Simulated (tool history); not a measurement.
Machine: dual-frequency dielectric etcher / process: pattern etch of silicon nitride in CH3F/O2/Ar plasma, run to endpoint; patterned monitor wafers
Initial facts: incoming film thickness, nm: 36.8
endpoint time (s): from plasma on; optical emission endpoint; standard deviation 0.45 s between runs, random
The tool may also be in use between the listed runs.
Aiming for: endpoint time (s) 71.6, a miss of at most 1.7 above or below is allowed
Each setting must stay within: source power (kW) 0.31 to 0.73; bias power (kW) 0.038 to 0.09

run	hour	source power (kW)	bias power (kW)	endpoint time (s)
1	0	0.52	0.064	51.776
2	2.1	0.48	0.058	55.47
3	8.4	0.44	0.054	60.35
4	13.3	0.41	0.053	64.352
5	17.7	0.38	0.053	68.597
6	20	0.41	0.053	64.047
# hour 21.7: wet clean of the chamber
7	21.7	0.4	0.053	67.889
8	25.4	0.39	0.053	69.74

Which one of the following 4 next-run settings gets every result inside its allowed miss? There is exactly one.
A	29.1	0.36	0.047	?
B	29.1	0.38	0.065	?
C	29.1	0.42	0.05	?
D	29.1	0.35	0.066	?

move	endpoint time (s)
A	76.88
B	66.946
C	67.021
D	71.25
A: the result that was furthest off in the last run now lies on the other side of its target
B: moves away from the targets compared with the last run
C: moves away from the targets compared with the last run
D: hits every target within its allowed miss
The right move is D.

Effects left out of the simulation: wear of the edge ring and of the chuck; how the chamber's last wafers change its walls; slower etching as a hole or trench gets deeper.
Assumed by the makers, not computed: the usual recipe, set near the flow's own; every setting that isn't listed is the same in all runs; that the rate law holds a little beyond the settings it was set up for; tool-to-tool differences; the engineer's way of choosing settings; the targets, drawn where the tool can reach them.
